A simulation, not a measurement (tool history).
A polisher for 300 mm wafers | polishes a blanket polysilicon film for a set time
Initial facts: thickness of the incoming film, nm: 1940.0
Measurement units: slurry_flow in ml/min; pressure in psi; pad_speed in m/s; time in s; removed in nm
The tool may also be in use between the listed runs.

run	hour	slurry_flow	pressure	pad_speed	time	removed
1	0.0	270	2.8	1.26	31	284.05
2	2.0	270	2.4	1.20	31	240.30
3	3.1	325	2.4	1.20	31	249.24
4	7.4	350	2.4	1.20	31	249.09
5	8.2	380	2.4	1.20	31	250.76
6	11.6	380	2.1	1.12	31	216.48
7	14.8	375	1.9	1.04	31	185.63
8	22.1	370	1.7	1.02	31	168.39

What will run 9 give?
9	25.5	360	1.6	1.00	31	?

Logged for run 9: removed 156.70 nm.
